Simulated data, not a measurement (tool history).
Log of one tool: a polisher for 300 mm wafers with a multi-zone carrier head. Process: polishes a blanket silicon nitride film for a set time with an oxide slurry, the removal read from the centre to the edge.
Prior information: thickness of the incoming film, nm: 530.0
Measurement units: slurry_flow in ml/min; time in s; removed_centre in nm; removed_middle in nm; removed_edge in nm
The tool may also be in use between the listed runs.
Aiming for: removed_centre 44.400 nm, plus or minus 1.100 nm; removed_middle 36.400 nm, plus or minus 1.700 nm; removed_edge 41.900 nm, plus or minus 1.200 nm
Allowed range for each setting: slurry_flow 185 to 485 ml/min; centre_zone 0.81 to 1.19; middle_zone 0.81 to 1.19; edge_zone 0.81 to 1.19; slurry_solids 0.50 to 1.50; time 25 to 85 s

{"run": 1, "hour": 0.0, "slurry_flow": 310, "centre_zone": 1.0, "middle_zone": 1.0, "edge_zone": 1.0, "slurry_solids": 1.0, "time": 55, "removed_centre": 29.176, "removed_middle": 27.796, "removed_edge": 29.848}
{"run": 2, "hour": 0.7, "slurry_flow": 310, "centre_zone": 1.03, "middle_zone": 1.0, "edge_zone": 1.0, "slurry_solids": 1.0, "time": 55, "removed_centre": 29.914, "removed_middle": 28.479, "removed_edge": 29.788}
{"run": 3, "hour": 7.0, "slurry_flow": 310, "centre_zone": 1.03, "middle_zone": 1.0, "edge_zone": 1.04, "slurry_solids": 1.0, "time": 55, "removed_centre": 30.26, "removed_middle": 28.219, "removed_edge": 30.201}
{"run": 4, "hour": 8.4, "slurry_flow": 315, "centre_zone": 1.04, "middle_zone": 0.99, "edge_zone": 1.06, "slurry_solids": 1.1, "time": 56, "removed_centre": 32.574, "removed_middle": 30.869, "removed_edge": 32.252}
{"run": 5, "hour": 10.7, "slurry_flow": 315, "centre_zone": 1.04, "middle_zone": 0.99, "edge_zone": 1.06, "slurry_solids": 1.1, "time": 47, "removed_centre": 27.393, "removed_middle": 25.38, "removed_edge": 27.409}
{"run": 6, "hour": 16.3, "slurry_flow": 315, "centre_zone": 1.05, "middle_zone": 0.96, "edge_zone": 1.08, "slurry_solids": 1.2, "time": 49, "removed_centre": 29.787, "removed_middle": 26.247, "removed_edge": 30.006}
{"run": 7, "hour": 24.7, "slurry_flow": 355, "centre_zone": 1.15, "middle_zone": 1.04, "edge_zone": 1.18, "slurry_solids": 1.45, "time": 59, "removed_centre": 42.364, "removed_middle": 37.995, "removed_edge": 41.057}
{"run": 8, "hour": 33.3, "slurry_flow": 355, "centre_zone": 1.16, "middle_zone": 1.03, "edge_zone": 1.18, "slurry_solids": 1.45, "time": 59, "removed_centre": 43.619, "removed_middle": 38.053, "removed_edge": 41.283}
{"run": 9, "hour": 34.3, "slurry_flow": 355, "centre_zone": 1.16, "middle_zone": 1.02, "edge_zone": 1.18, "slurry_solids": 1.45, "time": 59, "removed_centre": 43.077, "removed_middle": 36.961, "removed_edge": 41.212}

Pick the move, out of 4, that brings all results within their allowed miss; only one does.
{"run": "A", "hour": 35.3, "slurry_flow": 410, "centre_zone": 1.18, "middle_zone": 1.05, "edge_zone": 1.19, "slurry_solids": 1.5, "time": 56, "removed_centre": "?", "removed_middle": "?", "removed_edge": "?"}
{"run": "B", "hour": 35.3, "slurry_flow": 350, "centre_zone": 1.15, "middle_zone": 0.95, "edge_zone": 1.13, "slurry_solids": 1.25, "time": 65, "removed_centre": "?", "removed_middle": "?", "removed_edge": "?"}
{"run": "C", "hour": 35.3, "slurry_flow": 185, "centre_zone": 1.17, "middle_zone": 1.05, "edge_zone": 1.19, "slurry_solids": 1.3, "time": 63, "removed_centre": "?", "removed_middle": "?", "removed_edge": "?"}
{"run": "D", "hour": 35.3, "slurry_flow": 355, "centre_zone": 1.19, "middle_zone": 0.96, "edge_zone": 1.11, "slurry_solids": 1.35, "time": 64, "removed_centre": "?", "removed_middle": "?", "removed_edge": "?"}

move=A removed_centre=42.702 removed_middle=36.743 removed_edge=39.809
move=B removed_centre=44.332 removed_middle=36.007 removed_edge=41.473
move=C removed_centre=41.749 removed_middle=36.478 removed_edge=40.173
move=D removed_centre=46.659 removed_middle=36.983 removed_edge=41.834
A: misses by more than the last run did
B: in spec on every target
C: misses by more than the last run did
D: takes the biggest miss from the last run beyond its target
So the answer is move B, the one that meets all the targets.
